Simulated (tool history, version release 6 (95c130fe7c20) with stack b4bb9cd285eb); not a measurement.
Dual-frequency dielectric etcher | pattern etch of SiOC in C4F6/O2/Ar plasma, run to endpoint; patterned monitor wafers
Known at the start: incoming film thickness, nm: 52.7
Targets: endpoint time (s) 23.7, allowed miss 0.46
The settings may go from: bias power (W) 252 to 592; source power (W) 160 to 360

Run 1, hour 0: bias power (W) 422, source power (W) 260. Result: endpoint time (s) 21.364.
Run 2, hour 1.6: bias power (W) 422, source power (W) 240. Result: endpoint time (s) 21.835.
Run 3, hour 8.1: bias power (W) 402, source power (W) 240. Result: endpoint time (s) 22.249.
Run 4, hour 10.7: bias power (W) 468, source power (W) 240. Result: endpoint time (s) 20.949.
Run 5, hour 11.8: bias power (W) 439, source power (W) 240. Result: endpoint time (s) 21.581.
Run 6, hour 13.6: bias power (W) 394, source power (W) 240. Result: endpoint time (s) 22.408.
Run 7, hour 14.2: bias power (W) 380, source power (W) 240. Result: endpoint time (s) 22.853.
Run 8, hour 18.7: bias power (W) 372, source power (W) 240. Result: endpoint time (s) 23.028.
Run 9, hour 27.1: bias power (W) 366, source power (W) 240. Result: endpoint time (s) 22.993.

4 next moves are on the table. One of them brings every result within its allowed miss. Which?
Run A, hour 35.5: bias power (W) 418, source power (W) 250. Result: endpoint time (s) ?.
Run B, hour 35.5: bias power (W) 368, source power (W) 270. Result: endpoint time (s) ?.
Run C, hour 35.5: bias power (W) 359, source power (W) 220. Result: endpoint time (s) ?.
Run D, hour 35.5: bias power (W) 379, source power (W) 280. Result: endpoint time (s) ?.

move  endpoint time (s)
   A             21.875
   B             22.534
   C             24.003
   D             22.059
A: further off than the last run
B: further off than the last run
C: meets every target
D: further off than the last run
The right move is C.

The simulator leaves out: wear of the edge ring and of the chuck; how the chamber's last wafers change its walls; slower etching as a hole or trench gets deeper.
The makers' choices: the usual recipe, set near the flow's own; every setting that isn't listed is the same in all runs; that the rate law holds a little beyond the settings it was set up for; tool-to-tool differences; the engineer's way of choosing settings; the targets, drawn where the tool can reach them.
